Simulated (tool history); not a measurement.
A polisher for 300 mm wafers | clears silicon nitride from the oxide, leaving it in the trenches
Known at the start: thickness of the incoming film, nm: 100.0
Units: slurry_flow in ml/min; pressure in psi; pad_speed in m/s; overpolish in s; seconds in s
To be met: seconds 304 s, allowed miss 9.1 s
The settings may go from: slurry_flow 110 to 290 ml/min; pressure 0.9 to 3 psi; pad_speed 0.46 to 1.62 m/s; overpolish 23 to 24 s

{"run": 1, "hour": 0.0, "slurry_flow": 185, "pressure": 1.9, "pad_speed": 1.04, "overpolish": 23, "seconds": 148.43}
{"run": 2, "hour": 3.0, "slurry_flow": 185, "pressure": 2.3, "pad_speed": 1.04, "overpolish": 23, "seconds": 125.08}
{"run": 3, "hour": 9.5, "slurry_flow": 185, "pressure": 2.2, "pad_speed": 1.02, "overpolish": 23, "seconds": 130.61}
{"run": 4, "hour": 10.5, "slurry_flow": 185, "pressure": 1.7, "pad_speed": 1.02, "overpolish": 23, "seconds": 165.55}
{"run": 5, "hour": 11.5, "slurry_flow": 185, "pressure": 1.4, "pad_speed": 1.02, "overpolish": 23, "seconds": 194.96}
{"run": 6, "hour": 14.9, "slurry_flow": 185, "pressure": 1.4, "pad_speed": 1.02, "overpolish": 23, "seconds": 192.31}
{"run": 7, "hour": 22.0, "slurry_flow": 185, "pressure": 1.3, "pad_speed": 1, "overpolish": 23, "seconds": 213.55}
{"run": 8, "hour": 26.1, "slurry_flow": 185, "pressure": 1.3, "pad_speed": 0.98, "overpolish": 23, "seconds": 213.18}
{"hour": 27.3, "done": "worn pad replaced by a new one"}
{"run": 9, "hour": 27.3, "slurry_flow": 185, "pressure": 1.3, "pad_speed": 0.96, "overpolish": 23, "seconds": 208.78}
{"run": 10, "hour": 28.0, "slurry_flow": 180, "pressure": 1.3, "pad_speed": 0.94, "overpolish": 23, "seconds": 215.11}
{"run": 11, "hour": 33.0, "slurry_flow": 180, "pressure": 1.3, "pad_speed": 0.92, "overpolish": 23, "seconds": 217.41}
{"run": 12, "hour": 40.6, "slurry_flow": 180, "pressure": 1.3, "pad_speed": 0.9, "overpolish": 23, "seconds": 222.81}
{"run": 13, "hour": 42.2, "slurry_flow": 180, "pressure": 1.3, "pad_speed": 0.88, "overpolish": 23, "seconds": 225.95}
{"run": 14, "hour": 48.2, "slurry_flow": 180, "pressure": 1.3, "pad_speed": 0.86, "overpolish": 23, "seconds": 232.81}
{"run": 15, "hour": 57.2, "slurry_flow": 180, "pressure": 1.1, "pad_speed": 0.8, "overpolish": 23, "seconds": 281.19}

Which of these 5 next moves meets every target?
{"run": "A", "hour": 66.2, "slurry_flow": 195, "pressure": 1.3, "pad_speed": 0.7, "overpolish": 23, "seconds": "?"}
{"run": "B", "hour": 66.2, "slurry_flow": 160, "pressure": 1.1, "pad_speed": 0.92, "overpolish": 24, "seconds": "?"}
{"run": "C", "hour": 66.2, "slurry_flow": 140, "pressure": 1.6, "pad_speed": 0.56, "overpolish": 23, "seconds": "?"}
{"run": "D", "hour": 66.2, "slurry_flow": 185, "pressure": 1, "pad_speed": 0.9, "overpolish": 23, "seconds": "?"}
{"run": "E", "hour": 66.2, "slurry_flow": 200, "pressure": 1.2, "pad_speed": 0.78, "overpolish": 24, "seconds": "?"}

move=A seconds=282.26
move=B seconds=252.83
move=C seconds=301.67
move=D seconds=275.05
move=E seconds=271.12
A: as far off as the last run
B: further off than the last run
C: meets every target
D: further off than the last run
E: further off than the last run
Move C is the one to make.
